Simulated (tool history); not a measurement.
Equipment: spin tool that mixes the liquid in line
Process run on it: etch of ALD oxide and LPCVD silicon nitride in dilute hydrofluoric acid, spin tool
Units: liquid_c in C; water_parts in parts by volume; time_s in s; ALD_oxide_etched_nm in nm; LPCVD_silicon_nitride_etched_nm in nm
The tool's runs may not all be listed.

run  hour  liquid_c  water_parts  time_s  ALD_oxide_etched_nm  LPCVD_silicon_nitride_etched_nm
  1     0        21           40      40               10.452                          0.38262
  2   5.7        24           40      40               11.979                          0.50749
  3  12.7        24           40      25               7.4337                          0.29218
  4  18.8        24           40      15               4.4659                          0.18573
  5  23.3        24           50      15               3.5229                          0.13185
  6  31.2        24           60      15               2.9056                          0.12038
  7  33.7        25           50      20                4.889                          0.21111
  8  36.8      25.5           45      20               5.5966                           0.2407
  9  42.1      25.5           45      20               5.5891                          0.21471
 10  42.8      25.5           45      20               5.5463                          0.26234
 11  49.2      25.5           40      25               7.9467                          0.28029
     51.3  -- thermometer replaced
 12  51.3        26           35      25               10.029                          0.45878
 13  54.8      26.5           35      25               10.297                          0.45168
 14  58.9        27           35      25               10.481                           0.5225
 15  64.4        27           30      25               12.379                          0.54776
 16    66      27.5           30      25               12.735                          0.58013

For run 17, what comes out?
 17    71      27.5           30      25                    ?                                ?

{"run 17": {"ALD_oxide_etched_nm": 12.586, "LPCVD_silicon_nitride_etched_nm": 0.56713}}

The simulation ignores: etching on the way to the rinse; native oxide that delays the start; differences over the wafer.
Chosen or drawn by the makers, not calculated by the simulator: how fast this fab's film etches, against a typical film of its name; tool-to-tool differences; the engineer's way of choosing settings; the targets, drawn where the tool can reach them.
